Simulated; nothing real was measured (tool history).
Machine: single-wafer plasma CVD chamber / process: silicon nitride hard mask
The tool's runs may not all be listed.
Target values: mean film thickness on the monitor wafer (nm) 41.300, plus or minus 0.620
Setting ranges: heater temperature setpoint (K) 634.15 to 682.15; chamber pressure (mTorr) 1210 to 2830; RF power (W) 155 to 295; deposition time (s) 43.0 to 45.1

run,hour,heater temperature setpoint (K),chamber pressure (mTorr),RF power (W),deposition time (s),mean film thickness on the monitor wafer (nm)
1,0.0,658.15,2020,225,45.1,44.428
2,6.6,658.15,2020,250,45.1,48.314
3,14.0,658.15,2020,250,45.1,48.536
4,15.6,658.15,1830,245,45.1,46.497
5,19.8,658.15,1830,260,45.1,48.768
6,21.4,649.15,1830,260,45.1,48.965
7,27.3,649.15,1680,250,45.0,46.241
# hour 28.1: thermocouple changed; heater temperature recalibrated
8,28.1,649.15,1570,245,45.0,45.036
9,36.1,649.15,1230,225,44.8,39.492
10,37.0,649.15,1300,225,44.8,39.914
11,43.2,649.15,1360,225,44.8,40.375

Which of these 4 next moves meets every target?
A,49.4,656.15,1230,225,44.2,?
B,49.4,649.15,1310,215,44.8,?
C,49.4,641.15,1410,215,44.7,?
D,49.4,642.15,1490,235,43.0,?

move,mean film thickness on the monitor wafer (nm)
A,38.744
B,38.530
C,39.233
D,40.992
A: lands further from the targets than the last run did
B: lands further from the targets than the last run did
C: lands further from the targets than the last run did
D: hits every target within its allowed miss
D meets every target.

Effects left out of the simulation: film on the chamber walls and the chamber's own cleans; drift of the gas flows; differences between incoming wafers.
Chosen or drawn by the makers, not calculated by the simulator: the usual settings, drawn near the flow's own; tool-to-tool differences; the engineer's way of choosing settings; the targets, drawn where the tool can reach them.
